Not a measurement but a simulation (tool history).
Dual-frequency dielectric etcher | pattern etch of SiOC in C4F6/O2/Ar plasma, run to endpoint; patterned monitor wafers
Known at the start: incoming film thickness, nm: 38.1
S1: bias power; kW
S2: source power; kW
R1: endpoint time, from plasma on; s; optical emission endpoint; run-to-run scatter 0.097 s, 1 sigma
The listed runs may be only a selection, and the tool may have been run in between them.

run 1 day=0 | S1=0.508 S2=0.32 | R1=12.47
run 2 day=0.192 | S1=0.508 S2=0.28 | R1=13.188
run 3 day=0.458 | S1=0.508 S2=0.32 | R1=12.466
run 4 day=0.554 | S1=0.419 S2=0.32 | R1=13.321
run 5 day=0.7 | S1=0.419 S2=0.37 | R1=12.568
run 6 day=0.854 | S1=0.394 S2=0.36 | R1=13.053
run 7 day=1.075 | S1=0.374 S2=0.35 | R1=13.213
run 8 day=1.117 | S1=0.358 S2=0.34 | R1=13.619
run 9 day=1.175 | S1=0.346 S2=0.33 | R1=13.854
run 10 day=1.538 | S1=0.336 S2=0.32 | R1=13.957

Run 11 has not been measured yet. What should we expect?
run 11 day=1.867 | S1=0.329 S2=0.31 | R1=?

R1: 14.215 s

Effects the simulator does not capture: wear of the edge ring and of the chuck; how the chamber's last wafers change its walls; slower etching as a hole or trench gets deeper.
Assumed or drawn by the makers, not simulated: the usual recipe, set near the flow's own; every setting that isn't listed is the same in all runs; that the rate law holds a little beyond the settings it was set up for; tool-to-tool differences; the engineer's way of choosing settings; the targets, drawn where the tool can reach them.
